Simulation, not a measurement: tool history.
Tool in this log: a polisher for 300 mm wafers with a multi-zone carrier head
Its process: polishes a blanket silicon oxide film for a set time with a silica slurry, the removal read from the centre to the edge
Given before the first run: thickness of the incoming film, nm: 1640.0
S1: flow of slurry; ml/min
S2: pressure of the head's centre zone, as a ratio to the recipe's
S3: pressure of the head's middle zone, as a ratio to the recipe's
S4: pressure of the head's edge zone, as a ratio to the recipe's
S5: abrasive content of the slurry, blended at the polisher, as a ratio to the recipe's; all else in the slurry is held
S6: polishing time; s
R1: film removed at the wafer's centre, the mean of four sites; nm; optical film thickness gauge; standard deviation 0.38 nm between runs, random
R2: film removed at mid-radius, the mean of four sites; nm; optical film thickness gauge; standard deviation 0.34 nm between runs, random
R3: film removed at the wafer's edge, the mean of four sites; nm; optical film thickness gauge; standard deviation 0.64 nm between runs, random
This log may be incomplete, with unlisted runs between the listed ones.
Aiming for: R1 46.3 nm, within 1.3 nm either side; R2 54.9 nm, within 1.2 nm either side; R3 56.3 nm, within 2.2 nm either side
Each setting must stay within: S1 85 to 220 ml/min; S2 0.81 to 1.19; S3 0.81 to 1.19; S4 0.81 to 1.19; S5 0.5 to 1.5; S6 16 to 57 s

Run 1, hour 0: S1 140 ml/min, S2 1, S3 1, S4 1, S5 1, S6 36 s. Result: R1 75.119 nm, R2 74.452 nm, R3 73.295 nm.
Run 2, hour 1.5: S1 135 ml/min, S2 0.98, S3 0.99, S4 1, S5 0.95, S6 36 s. Result: R1 72.67 nm, R2 72.121 nm, R3 71.708 nm.
Run 3, hour 3.5: S1 135 ml/min, S2 1.04, S3 0.99, S4 1, S5 0.95, S6 36 s. Result: R1 75.763 nm, R2 73.051 nm, R3 71.982 nm.
Run 4, hour 9.6: S1 135 ml/min, S2 1.04, S3 1.03, S4 1, S5 0.95, S6 36 s. Result: R1 75.908 nm, R2 75.744 nm, R3 72.252 nm.
Run 5, hour 13.8: S1 130 ml/min, S2 1.01, S3 1.03, S4 1.01, S5 0.9, S6 36 s. Result: R1 70.963 nm, R2 73.351 nm, R3 70.988 nm.
Run 6, hour 19.4: S1 125 ml/min, S2 0.99, S3 1.02, S4 1, S5 0.85, S6 36 s. Result: R1 68.615 nm, R2 70.836 nm, R3 70.168 nm.
Run 7, hour 26.6: S1 120 ml/min, S2 0.97, S3 1.02, S4 0.99, S5 0.8, S6 36 s. Result: R1 64.913 nm, R2 68.716 nm, R3 66.505 nm.
Run 8, hour 29.7: S1 115 ml/min, S2 0.95, S3 1.02, S4 0.99, S5 0.75, S6 36 s. Result: R1 62.361 nm, R2 67.186 nm, R3 65.914 nm.
Run 9, hour 33.7: S1 110 ml/min, S2 0.93, S3 1.02, S4 0.99, S5 0.7, S6 36 s. Result: R1 57.945 nm, R2 64.836 nm, R3 62.171 nm.
Run 10, hour 39.3: S1 105 ml/min, S2 0.92, S3 1.01, S4 1, S5 0.7, S6 36 s. Result: R1 58.039 nm, R2 63.479 nm, R3 63.437 nm.

Which single option among these 4 for the next run brings every result within its allowed miss of target? Just one does.
Run A, hour 44.9: S1 85 ml/min, S2 0.81, S3 1, S4 1.19, S5 0.85, S6 35 s. Result: R1 ?, R2 ?, R3 ?.
Run B, hour 44.9: S1 90 ml/min, S2 0.81, S3 1.14, S4 1.05, S5 0.6, S6 41 s. Result: R1 ?, R2 ?, R3 ?.
Run C, hour 44.9: S1 125 ml/min, S2 0.81, S3 0.94, S4 0.96, S5 0.85, S6 30 s. Result: R1 ?, R2 ?, R3 ?.
Run D, hour 44.9: S1 85 ml/min, S2 0.81, S3 1.14, S4 1.19, S5 0.8, S6 30 s. Result: R1 ?, R2 ?, R3 ?.

move      R1      R2      R3
   A   46.66  60.314  67.107
   B  51.321  73.847  68.254
   C  46.174  55.629  56.244
   D  39.391  56.882  56.492
A: gets the furthest-off result to its target, but another result is out of tolerance
B: further off than the last run
C: all results land within tolerance of their targets
D: takes the biggest miss from the last run beyond its target
So the answer is move C, the one that meets all the targets.

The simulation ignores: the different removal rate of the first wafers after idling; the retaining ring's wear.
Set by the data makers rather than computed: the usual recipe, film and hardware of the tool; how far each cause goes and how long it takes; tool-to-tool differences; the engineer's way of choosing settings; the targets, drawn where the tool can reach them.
